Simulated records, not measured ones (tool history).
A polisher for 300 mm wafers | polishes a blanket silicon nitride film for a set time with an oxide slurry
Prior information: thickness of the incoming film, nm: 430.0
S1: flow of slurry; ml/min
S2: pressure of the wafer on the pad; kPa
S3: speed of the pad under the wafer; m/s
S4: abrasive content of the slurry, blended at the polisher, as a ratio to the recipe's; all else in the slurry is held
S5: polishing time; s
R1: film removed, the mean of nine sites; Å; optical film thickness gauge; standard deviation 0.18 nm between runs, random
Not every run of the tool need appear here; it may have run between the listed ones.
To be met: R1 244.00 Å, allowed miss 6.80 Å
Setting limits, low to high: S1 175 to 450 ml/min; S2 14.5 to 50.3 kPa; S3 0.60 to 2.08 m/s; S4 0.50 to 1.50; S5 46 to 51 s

{"run": 1, "hour": 0.0, "S1": 290, "S2": 32.4, "S3": 1.34, "S4": 1.0, "S5": 51, "R1": 572.78}
{"run": 2, "hour": 1.9, "S1": 355, "S2": 32.4, "S3": 1.34, "S4": 1.0, "S5": 51, "R1": 580.55}
{"run": 3, "hour": 4.4, "S1": 355, "S2": 27.6, "S3": 1.22, "S4": 1.0, "S5": 51, "R1": 467.27}
{"run": 4, "hour": 9.4, "S1": 355, "S2": 27.6, "S3": 1.22, "S4": 1.15, "S5": 51, "R1": 515.77}
{"run": 5, "hour": 14.2, "S1": 355, "S2": 24.1, "S3": 1.08, "S4": 1.15, "S5": 51, "R1": 403.07}
{"run": 6, "hour": 17.2, "S1": 355, "S2": 24.1, "S3": 1.08, "S4": 1.35, "S5": 51, "R1": 440.95}
{"run": 7, "hour": 19.9, "S1": 345, "S2": 21.4, "S3": 0.98, "S4": 1.35, "S5": 51, "R1": 365.85}
{"run": 8, "hour": 25.1, "S1": 320, "S2": 19.3, "S3": 0.94, "S4": 1.35, "S5": 51, "R1": 320.27}
{"run": 9, "hour": 32.2, "S1": 240, "S2": 14.5, "S3": 0.9, "S4": 1.35, "S5": 51, "R1": 233.49}
{"run": 10, "hour": 36.9, "S1": 245, "S2": 14.5, "S3": 0.9, "S4": 1.35, "S5": 51, "R1": 233.57}
{"run": 11, "hour": 37.8, "S1": 250, "S2": 14.5, "S3": 0.9, "S4": 1.35, "S5": 51, "R1": 236.87}
{"run": 12, "hour": 42.1, "S1": 250, "S2": 14.5, "S3": 0.9, "S4": 1.35, "S5": 51, "R1": 236.1}

Which one of the following 4 next-run settings gets every result inside its allowed miss? There is exactly one.
{"run": "A", "hour": 46.4, "S1": 230, "S2": 16.5, "S3": 0.9, "S4": 1.45, "S5": 46, "R1": "?"}
{"run": "B", "hour": 46.4, "S1": 260, "S2": 16.5, "S3": 0.82, "S4": 1.35, "S5": 47, "R1": "?"}
{"run": "C", "hour": 46.4, "S1": 315, "S2": 15.9, "S3": 0.84, "S4": 1.3, "S5": 48, "R1": "?"}
{"run": "D", "hour": 46.4, "S1": 205, "S2": 15.2, "S3": 0.94, "S4": 1.4, "S5": 47, "R1": "?"}

move=A R1=241.46
move=B R1=224.93
move=C R1=225.85
move=D R1=229.73
A: every result within its allowed miss
B: lands further from the targets than the last run did
C: lands further from the targets than the last run did
D: lands further from the targets than the last run did
The move that meets every target is A.

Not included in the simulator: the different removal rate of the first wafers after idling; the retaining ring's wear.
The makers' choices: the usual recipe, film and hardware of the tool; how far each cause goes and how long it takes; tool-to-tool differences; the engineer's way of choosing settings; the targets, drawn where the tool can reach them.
